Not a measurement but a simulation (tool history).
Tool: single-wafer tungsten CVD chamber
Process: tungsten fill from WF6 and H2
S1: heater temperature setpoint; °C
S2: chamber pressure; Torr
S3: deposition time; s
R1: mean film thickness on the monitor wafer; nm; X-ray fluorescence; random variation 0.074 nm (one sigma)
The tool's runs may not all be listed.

{"run": 1, "hour": 0.0, "S1": 385, "S2": 54.7, "S3": 9.8, "R1": 27.734}
{"run": 2, "hour": 4.4, "S1": 383, "S2": 54.6, "S3": 9.8, "R1": 26.931}
{"run": 3, "hour": 5.1, "S1": 383, "S2": 54.6, "S3": 9.8, "R1": 26.812}
{"run": 4, "hour": 9.6, "S1": 382, "S2": 54.5, "S3": 9.8, "R1": 26.323}
{"run": 5, "hour": 12.0, "S1": 382, "S2": 54.5, "S3": 9.3, "R1": 24.834}
{"run": 6, "hour": 18.2, "S1": 382, "S2": 59.0, "S3": 9.3, "R1": 25.914}
{"run": 7, "hour": 22.3, "S1": 381, "S2": 58.9, "S3": 9.3, "R1": 25.35}

Run 8 comes next. What will it give?
{"run": 8, "hour": 25.1, "S1": 380, "S2": 58.8, "S3": 9.3, "R1": "?"}

{"run 8": {"R1": 24.854}}
